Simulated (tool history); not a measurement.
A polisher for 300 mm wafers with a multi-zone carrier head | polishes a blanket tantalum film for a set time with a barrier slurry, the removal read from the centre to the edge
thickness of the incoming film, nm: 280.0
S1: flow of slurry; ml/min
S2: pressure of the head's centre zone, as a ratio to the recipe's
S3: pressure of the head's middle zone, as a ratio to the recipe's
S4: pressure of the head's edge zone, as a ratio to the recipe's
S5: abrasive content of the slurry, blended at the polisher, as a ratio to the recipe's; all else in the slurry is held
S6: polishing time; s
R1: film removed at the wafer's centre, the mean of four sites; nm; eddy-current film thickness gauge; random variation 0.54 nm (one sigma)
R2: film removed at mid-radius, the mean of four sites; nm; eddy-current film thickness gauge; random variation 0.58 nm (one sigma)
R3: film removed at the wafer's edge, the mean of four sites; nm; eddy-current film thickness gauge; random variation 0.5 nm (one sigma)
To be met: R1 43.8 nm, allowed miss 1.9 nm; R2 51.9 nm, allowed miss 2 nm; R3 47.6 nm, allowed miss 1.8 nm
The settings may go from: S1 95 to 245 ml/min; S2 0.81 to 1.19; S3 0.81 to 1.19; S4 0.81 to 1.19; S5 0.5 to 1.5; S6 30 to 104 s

| run | day | S1 | S2 | S3 | S4 | S5 | S6 | R1 | R2 | R3 |
|---|---|---|---|---|---|---|---|---|---|---|
| 1 | 0 | 155 | 1 | 1 | 1 | 1 | 67 | 57.485 | 56.793 | 55.166 |
| 2 | 0.25 | 150 | 0.98 | 1 | 0.98 | 0.95 | 67 | 54.01 | 55.368 | 56.048 |
| 3 | 0.35 | 130 | 0.98 | 1 | 0.98 | 0.95 | 67 | 53.54 | 52.512 | 54.184 |
| 4 | 0.662 | 130 | 1.05 | 1 | 0.98 | 0.95 | 67 | 56.848 | 52.893 | 54.593 |
| 5 | 0.8 | 105 | 1.05 | 1 | 0.98 | 0.95 | 67 | 52.238 | 50.312 | 50.923 |
| 6 | 1.017 | 105 | 1.04 | 1.02 | 0.98 | 0.95 | 67 | 52.069 | 50.286 | 52.209 |
| 7 | 1.321 | 105 | 1.04 | 1.02 | 0.98 | 0.95 | 67 | 51.274 | 51.022 | 52.366 |
| 8 | 1.592 | 110 | 1.04 | 1.04 | 0.96 | 0.95 | 66 | 50.883 | 51.856 | 51.826 |
| 9 | 1.771 | 110 | 1.04 | 1.04 | 0.96 | 0.95 | 66 | 51.075 | 53.123 | 51.441 |
| 10 | 1.879 | 110 | 1.03 | 1.05 | 0.95 | 0.95 | 66 | 51.003 | 53.689 | 50.803 |
| 11 | 2.2 | 110 | 1.02 | 1.05 | 0.95 | 0.95 | 66 | 50.721 | 52.323 | 50.725 |
| 12 | 2.383 | 110 | 1.01 | 1.06 | 0.95 | 0.95 | 66 | 50.419 | 53.057 | 49.743 |
| 13 | 2.433 | 110 | 0.99 | 1.07 | 0.96 | 0.95 | 66 | 48.652 | 53.386 | 50.478 |

5 next moves are on the table. One of them brings every result within its allowed miss. Which?
| A | 2.483 | 95 | 0.83 | 1.18 | 1.03 | 0.7 | 73 | ? | ? | ? |
| B | 2.483 | 95 | 0.93 | 1.19 | 1.09 | 1.15 | 64 | ? | ? | ? |
| C | 2.483 | 95 | 0.96 | 1.12 | 0.96 | 0.85 | 66 | ? | ? | ? |
| D | 2.483 | 135 | 1.01 | 1.03 | 0.9 | 1 | 61 | ? | ? | ? |
| E | 2.483 | 120 | 0.98 | 1.18 | 0.91 | 0.9 | 64 | ? | ? | ? |

| move | R1 | R2 | R3 |
|---|---|---|---|
| A | 39.477 | 56.213 | 51.276 |
| B | 43.886 | 56.087 | 52.189 |
| C | 43.464 | 51.083 | 47.263 |
| D | 49.538 | 50.744 | 47.491 |
| E | 47.548 | 56.591 | 47.694 |
A: takes the result that was furthest off past its target
B: brings the result that was furthest off to its target, and leaves another outside
C: meets every target
D: further off than the last run
E: nearer than the last run, and not there yet
The right move is C.

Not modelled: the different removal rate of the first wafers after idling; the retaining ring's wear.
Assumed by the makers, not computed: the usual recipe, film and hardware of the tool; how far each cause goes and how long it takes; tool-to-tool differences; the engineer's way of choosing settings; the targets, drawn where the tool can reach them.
